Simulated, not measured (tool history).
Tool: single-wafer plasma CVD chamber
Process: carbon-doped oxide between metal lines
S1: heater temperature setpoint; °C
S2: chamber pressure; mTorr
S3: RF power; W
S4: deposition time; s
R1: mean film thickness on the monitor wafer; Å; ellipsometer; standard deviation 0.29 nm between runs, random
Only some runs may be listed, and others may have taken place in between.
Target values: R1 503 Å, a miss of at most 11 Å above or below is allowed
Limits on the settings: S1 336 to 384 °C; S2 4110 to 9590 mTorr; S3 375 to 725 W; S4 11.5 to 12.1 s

run 1 day=0 | S1=360 S2=6850 S3=550 S4=12.1 | R1=615.89
run 2 day=0.267 | S1=360 S2=6850 S3=550 S4=11.5 | R1=583.86
run 3 day=0.429 | S1=362 S2=6690 S3=520 S4=11.5 | R1=541.59
run 4 day=0.717 | S1=362 S2=7370 S3=520 S4=11.5 | R1=553.43
-- day=1.075 thermocouple changed; heater temperature recalibrated
run 5 day=1.075 | S1=362 S2=7370 S3=450 S4=11.5 | R1=468.37
run 6 day=1.325 | S1=360 S2=7500 S3=455 S4=11.5 | R1=484.96
run 7 day=1.642 | S1=359 S2=7570 S3=455 S4=11.5 | R1=484.65
run 8 day=1.742 | S1=358 S2=7640 S3=455 S4=11.5 | R1=486.01
run 9 day=2 | S1=358 S2=7640 S3=455 S4=11.5 | R1=486.85
run 10 day=2.133 | S1=357 S2=7700 S3=455 S4=11.5 | R1=481.04
run 11 day=2.346 | S1=357 S2=7720 S3=495 S4=11.6 | R1=535.23
run 12 day=2.496 | S1=359 S2=7540 S3=490 S4=11.6 | R1=537.6
run 13 day=2.792 | S1=359 S2=7290 S3=490 S4=11.6 | R1=535.75

Which single option among these 4 for the next run brings every result within its allowed miss of target? Just one does.
run A day=3.088 | S1=363 S2=7660 S3=475 S4=11.5 | R1=?
run B day=3.088 | S1=349 S2=6320 S3=430 S4=11.8 | R1=?
run C day=3.088 | S1=360 S2=7400 S3=465 S4=12.1 | R1=?
run D day=3.088 | S1=359 S2=6800 S3=450 S4=11.5 | R1=?

move=A R1=505.9
move=B R1=470.52
move=C R1=521.33
move=D R1=474.89
A: every result within its allowed miss
B: takes the result that was furthest off past its target
C: moves toward the targets from the last run without getting all of them in spec
D: takes the result that was furthest off past its target
The right move is A.
